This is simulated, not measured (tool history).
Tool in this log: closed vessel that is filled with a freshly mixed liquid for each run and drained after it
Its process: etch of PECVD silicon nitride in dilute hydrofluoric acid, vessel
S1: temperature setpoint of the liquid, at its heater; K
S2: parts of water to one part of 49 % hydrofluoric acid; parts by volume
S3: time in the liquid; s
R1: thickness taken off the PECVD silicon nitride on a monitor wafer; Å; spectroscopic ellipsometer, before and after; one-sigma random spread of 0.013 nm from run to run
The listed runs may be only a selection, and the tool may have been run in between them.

run,hour,S1,S2,S3,R1
1,0,296.15,170,380,33.935
2,1.2,294.15,180,380,28.254
3,10.1,297.65,180,380,35.591
4,15.6,301.15,180,380,43.804
5,24.3,301.15,180,290,33.552
6,31.1,301.15,180,290,34.042
7,35.7,297.65,180,290,26.913
8,39.2,296.15,180,290,24.212
9,44.3,295.15,180,290,23.01

Forecast run 10:
10,50.4,294.65,180,290,?

{"run 10": {"R1": 22.082}}

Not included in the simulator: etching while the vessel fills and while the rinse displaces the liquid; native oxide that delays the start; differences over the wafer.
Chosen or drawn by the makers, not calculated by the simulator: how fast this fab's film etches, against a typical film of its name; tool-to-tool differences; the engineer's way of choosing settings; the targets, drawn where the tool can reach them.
